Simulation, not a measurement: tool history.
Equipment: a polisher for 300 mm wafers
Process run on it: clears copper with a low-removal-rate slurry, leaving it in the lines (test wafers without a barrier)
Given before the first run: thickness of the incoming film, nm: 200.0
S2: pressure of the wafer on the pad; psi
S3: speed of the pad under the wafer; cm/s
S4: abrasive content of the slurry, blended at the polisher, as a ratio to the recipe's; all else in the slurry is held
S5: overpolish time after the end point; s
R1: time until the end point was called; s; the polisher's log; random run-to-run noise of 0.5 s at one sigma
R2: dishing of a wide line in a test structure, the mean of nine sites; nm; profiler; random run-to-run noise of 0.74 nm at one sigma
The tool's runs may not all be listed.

Run 1, hour 0.0: flow of slurry (ml/min) 235, S2 2.2 psi, S3 112 cm/s, S4 1.0, S5 26 s. Result: R1 76.901 s, R2 38.537 nm.
Run 2, hour 3.4: flow of slurry (ml/min) 235, S2 2.5 psi, S3 112 cm/s, S4 1.0, S5 27 s. Result: R1 67.887 s, R2 44.559 nm.
Run 3, hour 8.2: flow of slurry (ml/min) 235, S2 2.8 psi, S3 112 cm/s, S4 1.0, S5 26 s. Result: R1 59.930 s, R2 45.555 nm.
Run 4, hour 17.0: flow of slurry (ml/min) 235, S2 3.1 psi, S3 112 cm/s, S4 1.0, S5 26 s. Result: R1 57.131 s, R2 49.945 nm.
Run 5, hour 18.3: flow of slurry (ml/min) 235, S2 3.1 psi, S3 98 cm/s, S4 1.0, S5 26 s. Result: R1 63.098 s, R2 46.018 nm.
Run 6, hour 25.4: flow of slurry (ml/min) 205, S2 3.1 psi, S3 98 cm/s, S4 1.0, S5 26 s. Result: R1 64.361 s, R2 45.467 nm.
Run 7, hour 26.1: flow of slurry (ml/min) 210, S2 3.2 psi, S3 104 cm/s, S4 1.0, S5 26 s. Result: R1 57.730 s, R2 47.228 nm.
Run 8, hour 27.8: flow of slurry (ml/min) 225, S2 3.3 psi, S3 108 cm/s, S4 1.0, S5 26 s. Result: R1 53.851 s, R2 49.955 nm.

Expected results for the next run?
Run 9, hour 34.5: flow of slurry (ml/min) 225, S2 3.4 psi, S3 112 cm/s, S4 1.0, S5 27 s. Result: R1 ?, R2 ?.

Run 9 came out at R1 52.262 s, R2 52.576 nm.
